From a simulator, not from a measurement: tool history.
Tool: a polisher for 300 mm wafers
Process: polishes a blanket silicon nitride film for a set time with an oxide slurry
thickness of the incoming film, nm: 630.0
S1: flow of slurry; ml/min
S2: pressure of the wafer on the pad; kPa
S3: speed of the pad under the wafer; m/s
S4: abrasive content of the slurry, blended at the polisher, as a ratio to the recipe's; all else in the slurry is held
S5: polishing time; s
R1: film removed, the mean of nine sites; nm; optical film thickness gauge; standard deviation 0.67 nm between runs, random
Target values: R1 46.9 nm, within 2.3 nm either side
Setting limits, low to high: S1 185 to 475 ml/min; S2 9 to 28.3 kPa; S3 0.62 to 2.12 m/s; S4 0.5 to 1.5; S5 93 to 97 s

run,hour,S1,S2,S3,S4,S5,R1
1,0,305,18.6,1.36,1,93,73.85
2,3.1,305,17.2,1.34,1,93,68.204
3,11.6,305,15.9,1.32,1,93,61.348
4,18.5,305,15.2,1.32,1,93,59.205
5,20.4,335,15.2,1.32,1,93,59.993
6,23.6,335,14.5,1.32,1,93,56.355
7,32.2,335,13.8,1.32,1,93,54.922
# hour 35.7: head pressure recalibrated
8,35.7,335,10.3,1.28,1,93,36.751
9,42.6,345,11,1.28,1,93,39.565
10,51.3,370,13.8,1.3,1,93,49.733

Which of these 4 next moves meets every target?
A,60,360,13.8,1.52,0.9,96,?
B,60,420,15.9,1.32,0.85,93,?
C,60,410,12.4,1.48,1.05,97,?
D,60,475,12.4,1.24,1.1,93,?

move,R1
A,55.263
B,53.658
C,53.917
D,46.298
A: the biggest miss grows against the last run
B: the biggest miss grows against the last run
C: the biggest miss grows against the last run
D: all results in spec
Move D is the one to make.
